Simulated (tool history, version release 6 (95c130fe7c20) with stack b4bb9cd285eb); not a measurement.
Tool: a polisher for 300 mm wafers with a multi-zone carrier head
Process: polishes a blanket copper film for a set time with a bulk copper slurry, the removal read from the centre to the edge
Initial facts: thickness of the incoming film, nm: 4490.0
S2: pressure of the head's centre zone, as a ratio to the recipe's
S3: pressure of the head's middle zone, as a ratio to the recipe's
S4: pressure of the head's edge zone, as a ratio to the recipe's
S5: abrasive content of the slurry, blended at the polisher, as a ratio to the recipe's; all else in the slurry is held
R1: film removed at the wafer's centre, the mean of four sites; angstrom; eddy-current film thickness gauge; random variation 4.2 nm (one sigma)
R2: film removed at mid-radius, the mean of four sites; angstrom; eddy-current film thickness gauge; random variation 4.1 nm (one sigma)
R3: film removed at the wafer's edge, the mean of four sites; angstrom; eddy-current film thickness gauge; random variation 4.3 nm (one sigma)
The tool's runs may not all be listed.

Run 1, hour 0: flow of slurry (ml/min) 230, S2 1, S3 1, S4 1, S5 1, polishing time (s) 67. Result: R1 3321.1 angstrom, R2 3309.1 angstrom, R3 3402.5 angstrom.
Run 2, hour 7.2: flow of slurry (ml/min) 235, S2 0.99, S3 1.02, S4 1.02, S5 1.05, polishing time (s) 68. Result: R1 3381.9 angstrom, R2 3438 angstrom, R3 3499.4 angstrom.
Run 3, hour 15.4: flow of slurry (ml/min) 275, S2 0.99, S3 1.02, S4 1.02, S5 1.05, polishing time (s) 68. Result: R1 3358.3 angstrom, R2 3465.4 angstrom, R3 3442.1 angstrom.
Run 4, hour 17.4: flow of slurry (ml/min) 275, S2 0.99, S3 1.1, S4 1.02, S5 1.05, polishing time (s) 68. Result: R1 3448.1 angstrom, R2 3782.6 angstrom, R3 3424.9 angstrom.
Run 5, hour 21.6: flow of slurry (ml/min) 275, S2 1.06, S3 1.1, S4 1.02, S5 1.05, polishing time (s) 68. Result: R1 3659.7 angstrom, R2 3729 angstrom, R3 3511 angstrom.
Run 6, hour 23.3: flow of slurry (ml/min) 275, S2 1.06, S3 1.1, S4 1.02, S5 1.05, polishing time (s) 75. Result: R1 3985.5 angstrom, R2 4087.9 angstrom, R3 3852.8 angstrom.
Run 7, hour 25.5: flow of slurry (ml/min) 270, S2 1.03, S3 1.1, S4 1.04, S5 1.1, polishing time (s) 76. Result: R1 3986.6 angstrom, R2 4219.5 angstrom, R3 3981.4 angstrom.
Run 8, hour 32.7: flow of slurry (ml/min) 295, S2 0.93, S3 1.16, S4 1.14, S5 1.35, polishing time (s) 80. Result: R1 3922 angstrom, R2 4836.1 angstrom, R3 4533.9 angstrom.

Estimate the outcome of run 9 from the log above:
Run 9, hour 36.9: flow of slurry (ml/min) 300, S2 0.91, S3 1.18, S4 1.16, S5 1.45, polishing time (s) 82. Result: R1 ?, R2 ?, R3 ?.

R1: 4050 angstrom
R2: 5092.5 angstrom
R3: 4777.8 angstrom
